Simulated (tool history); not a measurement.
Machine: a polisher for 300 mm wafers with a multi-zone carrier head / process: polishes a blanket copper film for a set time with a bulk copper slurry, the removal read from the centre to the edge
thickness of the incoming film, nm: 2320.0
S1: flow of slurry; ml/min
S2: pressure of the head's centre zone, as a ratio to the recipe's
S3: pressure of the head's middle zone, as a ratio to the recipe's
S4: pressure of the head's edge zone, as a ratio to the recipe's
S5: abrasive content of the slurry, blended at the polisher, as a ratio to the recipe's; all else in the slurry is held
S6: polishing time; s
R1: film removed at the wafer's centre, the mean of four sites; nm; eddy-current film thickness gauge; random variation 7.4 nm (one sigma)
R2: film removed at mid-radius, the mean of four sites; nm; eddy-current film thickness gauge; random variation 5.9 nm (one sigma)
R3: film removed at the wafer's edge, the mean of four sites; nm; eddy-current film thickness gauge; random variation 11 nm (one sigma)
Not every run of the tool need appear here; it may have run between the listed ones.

Run 1, hour 0.0: S1 160 ml/min, S2 1.00, S3 1.00, S4 1.00, S5 1.00, S6 47 s. Result: R1 734.78 nm, R2 749.71 nm, R3 749.79 nm.
Run 2, hour 4.2: S1 170 ml/min, S2 1.02, S3 0.98, S4 1.05, S5 1.10, S6 49 s. Result: R1 810.77 nm, R2 799.95 nm, R3 815.12 nm.
Run 3, hour 8.1: S1 170 ml/min, S2 1.02, S3 0.93, S4 1.05, S5 1.10, S6 49 s. Result: R1 809.80 nm, R2 767.75 nm, R3 803.34 nm.
Run 4, hour 8.7: S1 160 ml/min, S2 1.03, S3 0.91, S4 1.08, S5 1.20, S6 52 s. Result: R1 870.22 nm, R2 816.90 nm, R3 874.49 nm.
Run 5, hour 16.3: S1 165 ml/min, S2 1.04, S3 0.89, S4 1.11, S5 1.25, S6 54 s. Result: R1 927.92 nm, R2 840.73 nm, R3 958.24 nm.
Run 6, hour 18.6: S1 180 ml/min, S2 1.06, S3 0.90, S4 1.13, S5 1.30, S6 54 s. Result: R1 966.95 nm, R2 863.52 nm, R3 967.40 nm.
Run 7, hour 20.7: S1 185 ml/min, S2 1.07, S3 0.89, S4 1.14, S5 1.35, S6 55 s. Result: R1 999.57 nm, R2 879.69 nm, R3 977.23 nm.
Run 8, hour 28.9: S1 175 ml/min, S2 1.08, S3 0.88, S4 1.15, S5 1.40, S6 56 s. Result: R1 1040.50 nm, R2 897.98 nm, R3 996.25 nm.
Run 9, hour 33.8: S1 185 ml/min, S2 1.07, S3 0.87, S4 1.16, S5 1.40, S6 57 s. Result: R1 1062.40 nm, R2 907.38 nm, R3 1046.80 nm.
Run 10, hour 39.0: S1 195 ml/min, S2 1.06, S3 0.87, S4 1.17, S5 1.40, S6 57 s. Result: R1 1052.10 nm, R2 918.71 nm, R3 1049.40 nm.
Run 11, hour 47.2: S1 195 ml/min, S2 1.06, S3 0.86, S4 1.17, S5 1.40, S6 58 s. Result: R1 1063.90 nm, R2 938.19 nm, R3 1058.00 nm.
Run 12, hour 52.0: S1 185 ml/min, S2 1.06, S3 0.86, S4 1.17, S5 1.40, S6 59 s. Result: R1 1079.60 nm, R2 928.36 nm, R3 1076.90 nm.
Run 13, hour 53.3: S1 185 ml/min, S2 1.06, S3 0.85, S4 1.17, S5 1.40, S6 59 s. Result: R1 1079.10 nm, R2 934.40 nm, R3 1082.30 nm.
Run 14, hour 57.8: S1 185 ml/min, S2 1.06, S3 0.84, S4 1.17, S5 1.40, S6 59 s. Result: R1 1080.00 nm, R2 916.49 nm, R3 1065.50 nm.

What will run 15 give?
Run 15, hour 59.0: S1 180 ml/min, S2 1.05, S3 0.83, S4 1.18, S5 1.45, S6 60 s. Result: R1 ?, R2 ?, R3 ?.

R1: 1085.80 nm
R2: 930.44 nm
R3: 1111.00 nm
